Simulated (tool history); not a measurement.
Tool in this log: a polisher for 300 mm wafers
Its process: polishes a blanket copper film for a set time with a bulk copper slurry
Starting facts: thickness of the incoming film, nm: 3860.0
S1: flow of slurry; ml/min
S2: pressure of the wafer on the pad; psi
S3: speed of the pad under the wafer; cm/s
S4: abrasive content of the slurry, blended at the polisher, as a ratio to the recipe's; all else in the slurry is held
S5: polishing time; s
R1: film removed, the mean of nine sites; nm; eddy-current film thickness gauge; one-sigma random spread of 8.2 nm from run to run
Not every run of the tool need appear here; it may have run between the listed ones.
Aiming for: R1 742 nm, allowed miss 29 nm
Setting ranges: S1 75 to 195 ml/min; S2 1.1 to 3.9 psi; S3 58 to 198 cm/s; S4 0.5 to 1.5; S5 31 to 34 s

{"run": 1, "hour": 0.0, "S1": 125, "S2": 2.5, "S3": 128, "S4": 1, "S5": 34, "R1": 402.87}
{"run": 2, "hour": 3.5, "S1": 130, "S2": 2.9, "S3": 128, "S4": 1, "S5": 34, "R1": 468.72}
{"run": 3, "hour": 4.6, "S1": 135, "S2": 3.2, "S3": 130, "S4": 1, "S5": 34, "R1": 518.18}
{"run": 4, "hour": 6.4, "S1": 135, "S2": 3.2, "S3": 130, "S4": 1, "S5": 34, "R1": 525.56}
{"run": 5, "hour": 8.8, "S1": 135, "S2": 3.4, "S3": 134, "S4": 1, "S5": 34, "R1": 566.89}
{"run": 6, "hour": 17.1, "S1": 135, "S2": 3.4, "S3": 134, "S4": 1, "S5": 31, "R1": 523.09}
{"run": 7, "hour": 22.7, "S1": 135, "S2": 3.4, "S3": 134, "S4": 1, "S5": 31, "R1": 519.27}
{"run": 8, "hour": 26.3, "S1": 140, "S2": 3.5, "S3": 140, "S4": 1, "S5": 31, "R1": 553.08}
{"run": 9, "hour": 27.2, "S1": 140, "S2": 3.6, "S3": 148, "S4": 1, "S5": 31, "R1": 601.25}

Below are 5 possible settings for the next run. Only one of them brings all results inside the allowed miss of their targets. Which is it?
{"run": "A", "hour": 28.1, "S1": 110, "S2": 3.9, "S3": 104, "S4": 0.8, "S5": 34, "R1": "?"}
{"run": "B", "hour": 28.1, "S1": 130, "S2": 3.2, "S3": 106, "S4": 1.05, "S5": 32, "R1": "?"}
{"run": "C", "hour": 28.1, "S1": 150, "S2": 3.2, "S3": 138, "S4": 0.95, "S5": 31, "R1": "?"}
{"run": "D", "hour": 28.1, "S1": 145, "S2": 3.7, "S3": 150, "S4": 1.05, "S5": 31, "R1": "?"}
{"run": "E", "hour": 28.1, "S1": 165, "S2": 3.9, "S3": 164, "S4": 0.7, "S5": 33, "R1": "?"}

move=A R1=473.18
move=B R1=403.39
move=C R1=505.75
move=D R1=640.98
move=E R1=741.99
A: misses by more than the last run did
B: misses by more than the last run did
C: misses by more than the last run did
D: moves toward the targets from the last run without getting all of them in spec
E: in spec on every target
Answer: E
